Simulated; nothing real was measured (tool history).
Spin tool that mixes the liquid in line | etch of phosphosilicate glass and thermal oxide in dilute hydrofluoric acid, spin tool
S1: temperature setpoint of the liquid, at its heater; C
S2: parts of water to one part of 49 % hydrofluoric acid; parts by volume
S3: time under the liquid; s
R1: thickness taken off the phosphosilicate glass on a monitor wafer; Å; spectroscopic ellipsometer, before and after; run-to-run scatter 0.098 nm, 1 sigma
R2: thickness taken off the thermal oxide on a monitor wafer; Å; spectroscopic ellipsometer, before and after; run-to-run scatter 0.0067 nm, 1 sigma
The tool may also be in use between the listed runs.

{"run": 1, "day": 0.0, "S1": 21, "S2": 100, "S3": 65, "R1": 377.98, "R2": 24.931}
{"run": 2, "day": 0.312, "S1": 21, "S2": 85, "S3": 65, "R1": 446.96, "R2": 30.628}
{"run": 3, "day": 0.675, "S1": 21, "S2": 55, "S3": 65, "R1": 722.98, "R2": 48.547}
{"run": 4, "day": 0.992, "S1": 21, "S2": 85, "S3": 65, "R1": 447.69, "R2": 30.278}
{"run": 5, "day": 1.133, "S1": 19.5, "S2": 85, "S3": 65, "R1": 422.17, "R2": 28.618}
{"run": 6, "day": 1.279, "S1": 19, "S2": 110, "S3": 65, "R1": 310.05, "R2": 21}
{"run": 7, "day": 1.421, "S1": 18.5, "S2": 130, "S3": 65, "R1": 255.74, "R2": 17.242}
{"run": 8, "day": 1.646, "S1": 18, "S2": 145, "S3": 60, "R1": 202.25, "R2": 13.653}
{"day": 1.729, "done": "thermometer replaced"}
{"run": 9, "day": 1.729, "S1": 17.5, "S2": 155, "S3": 60, "R1": 193.82, "R2": 13.1}
{"run": 10, "day": 1.792, "S1": 17.5, "S2": 160, "S3": 55, "R1": 173.85, "R2": 11.608}

Run 11 has not been measured yet. What should we expect?
{"run": 11, "day": 1.892, "S1": 17.5, "S2": 165, "S3": 50, "R1": "?", "R2": "?"}

{"run 11": {"R1": 153.77, "R2": 10.265}}
